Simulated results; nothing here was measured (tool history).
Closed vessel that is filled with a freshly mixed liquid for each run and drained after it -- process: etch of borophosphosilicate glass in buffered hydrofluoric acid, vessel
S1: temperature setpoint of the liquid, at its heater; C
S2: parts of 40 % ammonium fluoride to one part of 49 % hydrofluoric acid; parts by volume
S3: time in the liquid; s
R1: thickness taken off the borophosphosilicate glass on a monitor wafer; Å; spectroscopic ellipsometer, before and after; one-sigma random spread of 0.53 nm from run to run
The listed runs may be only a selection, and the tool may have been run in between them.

{"run": 1, "hour": 0.0, "S1": 21.0, "S2": 14.5, "S3": 85, "R1": 980.31}
{"run": 2, "hour": 8.7, "S1": 22.0, "S2": 14.5, "S3": 85, "R1": 1023.4}
{"run": 3, "hour": 9.6, "S1": 22.0, "S2": 11.5, "S3": 85, "R1": 1270.6}
{"run": 4, "hour": 14.1, "S1": 21.0, "S2": 12.5, "S3": 85, "R1": 1132.0}
{"run": 5, "hour": 18.9, "S1": 20.5, "S2": 13.5, "S3": 85, "R1": 1009.0}
{"run": 6, "hour": 20.6, "S1": 20.5, "S2": 13.5, "S3": 90, "R1": 1078.0}
{"run": 7, "hour": 21.8, "S1": 20.0, "S2": 14.0, "S3": 90, "R1": 1023.1}

Run 8 has not been measured yet. What should we expect?
{"run": 8, "hour": 23.1, "S1": 19.5, "S2": 14.5, "S3": 90, "R1": "?"}

R1: 950.73 Å
